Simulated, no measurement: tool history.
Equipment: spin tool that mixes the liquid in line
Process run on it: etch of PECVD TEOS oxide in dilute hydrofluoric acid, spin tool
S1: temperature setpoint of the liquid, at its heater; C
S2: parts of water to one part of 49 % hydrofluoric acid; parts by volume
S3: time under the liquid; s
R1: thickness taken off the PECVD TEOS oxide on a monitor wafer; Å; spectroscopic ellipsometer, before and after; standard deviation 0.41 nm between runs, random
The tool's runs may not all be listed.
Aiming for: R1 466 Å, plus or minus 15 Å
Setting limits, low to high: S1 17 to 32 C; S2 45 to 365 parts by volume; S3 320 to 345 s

run 1 day=0 | S1=24 S2=205 S3=320 | R1=128.11
run 2 day=0.317 | S1=21 S2=205 S3=320 | R1=116.36
run 3 day=0.383 | S1=21 S2=205 S3=345 | R1=124.11
run 4 day=0.508 | S1=24 S2=160 S3=345 | R1=189.37
run 5 day=0.533 | S1=24 S2=125 S3=345 | R1=252.83
run 6 day=0.604 | S1=26 S2=110 S3=345 | R1=317.97
run 7 day=0.892 | S1=28 S2=105 S3=345 | R1=360.57
run 8 day=1.154 | S1=29 S2=100 S3=345 | R1=390.1
run 9 day=1.35 | S1=30 S2=100 S3=345 | R1=404.11
run 10 day=1.471 | S1=30.5 S2=95 S3=345 | R1=431.59
-- day=1.812 hydrofluoric acid flow meter replaced
run 11 day=1.812 | S1=31 S2=95 S3=345 | R1=504.73
run 12 day=1.875 | S1=30.5 S2=95 S3=345 | R1=491.65
run 13 day=1.962 | S1=30 S2=95 S3=345 | R1=485.15

Consider the 5 candidate settings below. Which is the only one whose results all fall within their allowed miss of target?
run A day=2.05 | S1=28.5 S2=85 S3=345 | R1=?
run B day=2.05 | S1=32 S2=95 S3=345 | R1=?
run C day=2.05 | S1=32 S2=105 S3=345 | R1=?
run D day=2.05 | S1=30.5 S2=100 S3=330 | R1=?
run E day=2.05 | S1=24.5 S2=75 S3=345 | R1=?

move=A R1=509.45
move=B R1=512.72
move=C R1=457.08
move=D R1=437.45
move=E R1=499.98
A: the biggest miss grows against the last run
B: the biggest miss grows against the last run
C: all results in spec
D: takes the biggest miss from the last run beyond its target
E: the biggest miss grows against the last run
The move that meets every target is C.

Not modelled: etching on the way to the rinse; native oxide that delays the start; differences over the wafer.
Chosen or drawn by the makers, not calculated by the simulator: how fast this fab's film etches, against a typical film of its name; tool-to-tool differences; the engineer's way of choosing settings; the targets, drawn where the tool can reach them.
